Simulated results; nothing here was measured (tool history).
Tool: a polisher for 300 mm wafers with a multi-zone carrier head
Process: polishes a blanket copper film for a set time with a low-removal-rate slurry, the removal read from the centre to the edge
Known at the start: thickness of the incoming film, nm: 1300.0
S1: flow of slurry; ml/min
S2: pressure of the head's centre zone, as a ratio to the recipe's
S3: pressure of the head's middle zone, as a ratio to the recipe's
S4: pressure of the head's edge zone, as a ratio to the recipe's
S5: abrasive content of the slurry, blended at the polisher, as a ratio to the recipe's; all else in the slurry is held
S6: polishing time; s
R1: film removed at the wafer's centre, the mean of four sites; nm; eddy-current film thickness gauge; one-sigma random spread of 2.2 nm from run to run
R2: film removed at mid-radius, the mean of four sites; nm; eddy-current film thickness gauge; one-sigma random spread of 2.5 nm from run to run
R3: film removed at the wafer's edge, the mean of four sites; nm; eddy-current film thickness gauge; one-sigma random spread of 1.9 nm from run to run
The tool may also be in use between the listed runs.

| run | day | S1 | S2 | S3 | S4 | S5 | S6 | R1 | R2 | R3 |
|---|---|---|---|---|---|---|---|---|---|---|
| 1 | 0 | 220 | 1 | 1 | 1 | 1 | 55 | 165.15 | 164.62 | 163.48 |
| 2 | 0.288 | 220 | 1 | 1 | 1 | 1.1 | 55 | 167.95 | 168.37 | 169.54 |
| 3 | 0.379 | 220 | 1 | 1.05 | 1 | 1.1 | 55 | 168 | 171.55 | 165.69 |
| 4 | 0.658 | 195 | 1 | 1.05 | 1 | 1.1 | 55 | 165.52 | 174.51 | 167.18 |
| 5 | 0.817 | 195 | 1.01 | 1.05 | 1 | 1.1 | 55 | 163.83 | 173.52 | 161.93 |
| 6 | 1.138 | 195 | 1.01 | 1.05 | 1 | 1.1 | 42 | 124.78 | 127.06 | 125.15 |
| 7 | 1.358 | 200 | 1.02 | 1.05 | 1.01 | 1.15 | 43 | 132.11 | 134.06 | 127.88 |
| 8 | 1.704 | 205 | 1.02 | 1.04 | 1.02 | 1.2 | 44 | 136.01 | 137.43 | 137.97 |
| 9 | 2.046 | 265 | 1.12 | 1.11 | 1.04 | 1.45 | 50 | 178.97 | 172.23 | 163.24 |
| 10 | 2.246 | 265 | 1.12 | 1.11 | 1.05 | 1.45 | 50 | 178.45 | 174.24 | 164.26 |

Run 11 has not been measured yet. What should we expect?
| 11 | 2.479 | 265 | 1.13 | 1.1 | 1.06 | 1.45 | 50 | ? | ? | ? |

Run 11 gave R1 179.08 nm, R2 173.81 nm, R3 164.38 nm.
